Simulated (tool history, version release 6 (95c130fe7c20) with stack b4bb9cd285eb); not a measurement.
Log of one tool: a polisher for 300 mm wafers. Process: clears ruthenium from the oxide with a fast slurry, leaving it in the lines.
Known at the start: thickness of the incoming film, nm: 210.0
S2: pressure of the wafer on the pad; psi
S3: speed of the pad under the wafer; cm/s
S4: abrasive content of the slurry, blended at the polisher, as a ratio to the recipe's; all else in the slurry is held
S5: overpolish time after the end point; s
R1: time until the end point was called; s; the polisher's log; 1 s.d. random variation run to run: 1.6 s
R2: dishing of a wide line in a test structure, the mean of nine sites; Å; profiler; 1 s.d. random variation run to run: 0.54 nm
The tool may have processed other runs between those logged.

run 1 hour=0.0 | flow_of_slurry_(ml/min)=150 S2=1.7 S3=122 S4=1.00 S5=27 | R1=65.189 R2=521.31
run 2 hour=1.9 | flow_of_slurry_(ml/min)=150 S2=1.7 S3=122 S4=1.15 S5=27 | R1=62.425 R2=539.75
run 3 hour=6.2 | flow_of_slurry_(ml/min)=150 S2=1.7 S3=150 S4=1.15 S5=27 | R1=49.771 R2=606.31
run 4 hour=13.2 | flow_of_slurry_(ml/min)=150 S2=1.7 S3=150 S4=1.00 S5=27 | R1=54.389 R2=593.86
run 5 hour=20.3 | flow_of_slurry_(ml/min)=150 S2=1.6 S3=146 S4=1.05 S5=24 | R1=57.265 R2=522.60
run 6 hour=28.9 | flow_of_slurry_(ml/min)=150 S2=1.6 S3=146 S4=1.05 S5=15 | R1=59.065 R2=399.77
run 7 hour=35.9 | flow_of_slurry_(ml/min)=150 S2=1.6 S3=146 S4=1.05 S5=15 | R1=57.166 R2=401.39
run 8 hour=42.9 | flow_of_slurry_(ml/min)=150 S2=1.5 S3=146 S4=1.05 S5=14 | R1=61.093 R2=363.42
run 9 hour=44.3 | flow_of_slurry_(ml/min)=150 S2=1.4 S3=146 S4=1.05 S5=14 | R1=62.731 R2=361.74

For run 10, what comes out?
run 10 hour=48.8 | flow_of_slurry_(ml/min)=150 S2=1.3 S3=146 S4=1.05 S5=14 | R1=? R2=?

{"run 10": {"R1": 69.054, "R2": 329.28}}
